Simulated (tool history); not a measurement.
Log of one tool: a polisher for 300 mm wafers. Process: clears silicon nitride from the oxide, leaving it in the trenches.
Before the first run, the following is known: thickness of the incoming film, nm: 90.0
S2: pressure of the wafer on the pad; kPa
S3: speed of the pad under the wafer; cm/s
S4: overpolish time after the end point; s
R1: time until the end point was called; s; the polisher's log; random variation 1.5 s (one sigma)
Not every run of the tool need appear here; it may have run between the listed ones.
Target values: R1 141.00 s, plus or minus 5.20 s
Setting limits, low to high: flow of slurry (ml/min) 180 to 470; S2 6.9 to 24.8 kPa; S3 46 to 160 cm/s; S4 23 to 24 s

{"run": 1, "day": 0.0, "flow of slurry (ml/min)": 300, "S2": 15.9, "S3": 102, "S4": 23, "R1": 117.63}
{"run": 2, "day": 0.171, "flow of slurry (ml/min)": 300, "S2": 15.2, "S3": 102, "S4": 23, "R1": 122.62}
{"run": 3, "day": 0.3, "flow of slurry (ml/min)": 350, "S2": 15.2, "S3": 102, "S4": 23, "R1": 121.57}
{"run": 4, "day": 0.588, "flow of slurry (ml/min)": 350, "S2": 18.6, "S3": 102, "S4": 23, "R1": 100.67}
{"run": 5, "day": 0.771, "flow of slurry (ml/min)": 350, "S2": 17.2, "S3": 102, "S4": 23, "R1": 108.89}
{"run": 6, "day": 0.812, "flow of slurry (ml/min)": 350, "S2": 17.2, "S3": 102, "S4": 23, "R1": 109.75}
{"run": 7, "day": 0.896, "flow of slurry (ml/min)": 350, "S2": 16.5, "S3": 102, "S4": 23, "R1": 113.47}
{"run": 8, "day": 1.158, "flow of slurry (ml/min)": 350, "S2": 15.9, "S3": 102, "S4": 23, "R1": 116.22}
{"run": 9, "day": 1.221, "flow of slurry (ml/min)": 350, "S2": 15.2, "S3": 102, "S4": 23, "R1": 120.97}
{"run": 10, "day": 1.538, "flow of slurry (ml/min)": 350, "S2": 14.5, "S3": 102, "S4": 23, "R1": 129.15}
{"run": 11, "day": 1.758, "flow of slurry (ml/min)": 350, "S2": 13.8, "S3": 102, "S4": 23, "R1": 130.89}

Below are 4 possible settings for the next run. Only one of them brings all results inside the allowed miss of their targets. Which is it?
{"run": "A", "day": 1.979, "flow of slurry (ml/min)": 295, "S2": 14.5, "S3": 102, "S4": 24, "R1": "?"}
{"run": "B", "day": 1.979, "flow of slurry (ml/min)": 335, "S2": 11.7, "S3": 100, "S4": 24, "R1": "?"}
{"run": "C", "day": 1.979, "flow of slurry (ml/min)": 360, "S2": 13.1, "S3": 112, "S4": 23, "R1": "?"}
{"run": "D", "day": 1.979, "flow of slurry (ml/min)": 385, "S2": 13.8, "S3": 94, "S4": 23, "R1": "?"}

move=A R1=128.99
move=B R1=154.94
move=C R1=125.85
move=D R1=142.16
A: moves away from the targets compared with the last run
B: takes the biggest miss from the last run beyond its target
C: moves away from the targets compared with the last run
D: hits every target within its allowed miss
D is the move that brings every result within its allowed miss.
